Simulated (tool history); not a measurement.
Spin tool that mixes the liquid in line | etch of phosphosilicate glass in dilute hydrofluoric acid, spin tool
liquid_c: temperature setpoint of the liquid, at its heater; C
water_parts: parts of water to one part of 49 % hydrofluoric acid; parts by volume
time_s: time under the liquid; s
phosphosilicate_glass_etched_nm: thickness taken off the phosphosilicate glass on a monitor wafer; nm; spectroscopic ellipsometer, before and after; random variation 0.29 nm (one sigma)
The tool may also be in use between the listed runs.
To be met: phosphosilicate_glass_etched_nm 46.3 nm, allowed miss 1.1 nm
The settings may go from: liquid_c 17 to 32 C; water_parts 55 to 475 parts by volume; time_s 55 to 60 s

run  hour  liquid_c  water_parts  time_s  phosphosilicate_glass_etched_nm
  1     0        24          265      55                           29.113
  2   5.2      26.5          250      55                           34.485
  3  10.3      26.5          250      60                           37.352
  4  12.9      26.5          250      60                           37.707
  5  20.2        28          245      60                           40.555
  6  25.9        28          245      60                           40.565
  7  32.7        29          240      60                           43.123
  8  35.2      29.5          240      60                           43.677
  9  36.9      29.5          240      60                           43.972
 10  38.1        30          240      60                           44.203

Which of these 4 next moves meets every target?
  A  39.3      26.5          210      55                                ?
  B  39.3      30.5          245      60                                ?
  C  39.3      28.5          240      60                                ?
  D  39.3        31          240      60                                ?

move  phosphosilicate_glass_etched_nm
   A                           42.998
   B                           44.328
   C                           42.547
   D                           46.282
A: further off than the last run
B: nearer than the last run, and not there yet
C: further off than the last run
D: meets every target
Answer: D
